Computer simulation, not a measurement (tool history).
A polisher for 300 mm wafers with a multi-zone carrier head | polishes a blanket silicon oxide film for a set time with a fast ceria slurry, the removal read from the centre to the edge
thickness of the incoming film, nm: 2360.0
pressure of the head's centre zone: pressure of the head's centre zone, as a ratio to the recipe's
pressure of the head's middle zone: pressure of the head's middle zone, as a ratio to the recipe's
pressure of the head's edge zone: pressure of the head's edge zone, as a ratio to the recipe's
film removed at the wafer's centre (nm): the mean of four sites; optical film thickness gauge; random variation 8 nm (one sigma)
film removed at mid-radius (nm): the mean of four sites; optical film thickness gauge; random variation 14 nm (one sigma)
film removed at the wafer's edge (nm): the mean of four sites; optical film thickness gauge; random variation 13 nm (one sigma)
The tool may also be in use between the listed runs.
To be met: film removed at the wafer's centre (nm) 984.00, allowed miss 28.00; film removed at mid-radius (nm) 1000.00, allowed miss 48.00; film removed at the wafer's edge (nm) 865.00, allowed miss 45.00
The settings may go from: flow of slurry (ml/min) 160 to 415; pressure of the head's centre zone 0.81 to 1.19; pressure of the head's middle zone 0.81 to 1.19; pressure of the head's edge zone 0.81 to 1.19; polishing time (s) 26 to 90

| run | hour | flow of slurry (ml/min) | pressure of the head's centre zone | pressure of the head's middle zone | pressure of the head's edge zone | polishing time (s) | film removed at the wafer's centre (nm) | film removed at mid-radius (nm) | film removed at the wafer's edge (nm) |
|---|---|---|---|---|---|---|---|---|---|
| 1 | 0.0 | 265 | 1.00 | 1.00 | 1.00 | 58 | 698.21 | 665.01 | 671.71 |
| 2 | 1.8 | 265 | 1.00 | 0.95 | 1.00 | 58 | 706.07 | 634.57 | 655.90 |
| 3 | 3.1 | 265 | 1.05 | 0.95 | 1.00 | 58 | 735.25 | 655.43 | 684.37 |
| 4 | 3.8 | 280 | 1.09 | 1.00 | 0.98 | 60 | 800.78 | 699.88 | 703.69 |
| 5 | 7.8 | 280 | 1.09 | 1.00 | 0.89 | 60 | 791.89 | 685.83 | 682.02 |
| 6 | 14.5 | 280 | 1.09 | 1.00 | 0.83 | 60 | 794.00 | 687.05 | 665.07 |
| 7 | 21.9 | 285 | 1.09 | 1.05 | 0.85 | 63 | 823.59 | 760.39 | 689.55 |
| 8 | 24.3 | 285 | 1.10 | 1.14 | 0.95 | 77 | 1010.60 | 990.17 | 885.52 |
| 9 | 27.9 | 285 | 1.10 | 1.15 | 0.94 | 77 | 1007.10 | 1000.70 | 898.41 |
| 10 | 32.4 | 285 | 1.10 | 1.16 | 0.93 | 77 | 1034.40 | 1001.10 | 876.26 |
| 11 | 36.3 | 285 | 1.10 | 1.16 | 0.93 | 77 | 1022.70 | 1001.00 | 885.10 |
| 12 | 44.9 | 280 | 1.09 | 1.16 | 0.92 | 77 | 1024.10 | 995.66 | 850.20 |

Which of these 4 next moves meets every target?
| A | 53.5 | 245 | 1.10 | 1.15 | 0.81 | 81 | ? | ? | ? |
| B | 53.5 | 270 | 1.04 | 1.12 | 0.85 | 78 | ? | ? | ? |
| C | 53.5 | 240 | 1.06 | 1.13 | 0.85 | 81 | ? | ? | ? |
| D | 53.5 | 225 | 1.14 | 1.08 | 0.91 | 79 | ? | ? | ? |

| move | film removed at the wafer's centre (nm) | film removed at mid-radius (nm) | film removed at the wafer's edge (nm) |
|---|---|---|---|
| A | 1057.90 | 1051.30 | 880.56 |
| B | 975.48 | 999.57 | 869.39 |
| C | 1020.30 | 1035.40 | 896.34 |
| D | 1057.80 | 969.20 | 895.45 |
A: further off than the last run
B: meets every target
C: nearer than the last run, and not there yet
D: further off than the last run
Answer: B

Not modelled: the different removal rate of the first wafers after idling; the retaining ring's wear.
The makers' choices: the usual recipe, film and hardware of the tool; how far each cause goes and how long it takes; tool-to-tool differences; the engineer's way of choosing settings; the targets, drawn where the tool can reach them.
